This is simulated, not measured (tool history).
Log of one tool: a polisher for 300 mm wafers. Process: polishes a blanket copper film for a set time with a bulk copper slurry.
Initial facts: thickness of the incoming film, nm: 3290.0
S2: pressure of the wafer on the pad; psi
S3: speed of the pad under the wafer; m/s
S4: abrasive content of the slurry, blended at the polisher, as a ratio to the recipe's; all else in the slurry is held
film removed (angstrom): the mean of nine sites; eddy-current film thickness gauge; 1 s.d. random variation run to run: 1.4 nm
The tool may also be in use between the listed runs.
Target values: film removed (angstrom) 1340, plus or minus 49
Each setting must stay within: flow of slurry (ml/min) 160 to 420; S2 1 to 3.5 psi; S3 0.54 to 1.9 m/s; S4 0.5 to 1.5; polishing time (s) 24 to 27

{"run": 1, "hour": 0.0, "flow of slurry (ml/min)": 270, "S2": 2.2, "S3": 1.22, "S4": 1, "polishing time (s)": 27, "film removed (angstrom)": 2123.4}
{"run": 2, "hour": 7.4, "flow of slurry (ml/min)": 225, "S2": 2.2, "S3": 1.22, "S4": 1, "polishing time (s)": 27, "film removed (angstrom)": 2077.4}
{"run": 3, "hour": 15.7, "flow of slurry (ml/min)": 225, "S2": 2.2, "S3": 1.22, "S4": 1, "polishing time (s)": 24, "film removed (angstrom)": 1831}
{"run": 4, "hour": 17.1, "flow of slurry (ml/min)": 220, "S2": 2.1, "S3": 1.22, "S4": 1, "polishing time (s)": 24, "film removed (angstrom)": 1769.5}
{"run": 5, "hour": 19.0, "flow of slurry (ml/min)": 160, "S2": 2.1, "S3": 1.22, "S4": 1, "polishing time (s)": 24, "film removed (angstrom)": 1671.1}
{"run": 6, "hour": 22.5, "flow of slurry (ml/min)": 160, "S2": 2.1, "S3": 1.22, "S4": 1, "polishing time (s)": 24, "film removed (angstrom)": 1663.9}
{"run": 7, "hour": 30.3, "flow of slurry (ml/min)": 160, "S2": 2, "S3": 1.22, "S4": 1, "polishing time (s)": 24, "film removed (angstrom)": 1566.7}
{"run": 8, "hour": 36.6, "flow of slurry (ml/min)": 160, "S2": 1.9, "S3": 1.22, "S4": 1, "polishing time (s)": 24, "film removed (angstrom)": 1561.3}
{"run": 9, "hour": 39.6, "flow of slurry (ml/min)": 160, "S2": 1.8, "S3": 1.22, "S4": 1, "polishing time (s)": 24, "film removed (angstrom)": 1488.3}

5 next moves are on the table. One of them brings every result within its allowed miss. Which?
{"run": "A", "hour": 42.6, "flow of slurry (ml/min)": 245, "S2": 1.1, "S3": 1.38, "S4": 0.85, "polishing time (s)": 24, "film removed (angstrom)": "?"}
{"run": "B", "hour": 42.6, "flow of slurry (ml/min)": 165, "S2": 2, "S3": 0.9, "S4": 0.85, "polishing time (s)": 27, "film removed (angstrom)": "?"}
{"run": "C", "hour": 42.6, "flow of slurry (ml/min)": 160, "S2": 1.7, "S3": 1.02, "S4": 0.95, "polishing time (s)": 25, "film removed (angstrom)": "?"}
{"run": "D", "hour": 42.6, "flow of slurry (ml/min)": 160, "S2": 1.4, "S3": 1.2, "S4": 1.15, "polishing time (s)": 24, "film removed (angstrom)": "?"}
{"run": "E", "hour": 42.6, "flow of slurry (ml/min)": 160, "S2": 1.2, "S3": 1.32, "S4": 1.15, "polishing time (s)": 24, "film removed (angstrom)": "?"}

move=A film_removed_(angstrom)=1247.3
move=B film_removed_(angstrom)=1312.6
move=C film_removed_(angstrom)=1226.9
move=D film_removed_(angstrom)=1235.6
move=E film_removed_(angstrom)=1225.5
A: takes the result that was furthest off past its target
B: each result inside its tolerance
C: takes the result that was furthest off past its target
D: takes the result that was furthest off past its target
E: takes the result that was furthest off past its target
Correct choice: B, which meets every target
